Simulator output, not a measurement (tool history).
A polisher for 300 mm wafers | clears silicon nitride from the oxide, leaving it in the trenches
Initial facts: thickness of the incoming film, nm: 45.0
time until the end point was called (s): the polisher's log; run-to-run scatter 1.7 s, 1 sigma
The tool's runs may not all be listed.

run,hour,flow of slurry (ml/min),pressure of the wafer on the pad (psi),speed of the pad under the wafer (cm/s),overpolish time after the end point (s),time until the end point was called (s)
1,0.0,225,1.7,96,8,101.92
2,1.4,225,1.6,94,8,104.81
3,2.4,225,1.3,94,8,124.13
4,3.7,220,1.2,90,8,138.63
5,11.8,220,1.2,102,8,123.00
6,15.3,215,1.1,98,8,135.19
7,18.7,205,0.8,76,8,209.67
8,19.6,210,0.8,76,8,210.88
9,22.1,215,1.0,76,8,179.81

Estimate the outcome of run 10 from the log above:
10,28.1,215,1.0,76,8,?

Run 10 produced time until the end point was called (s) 177.83.
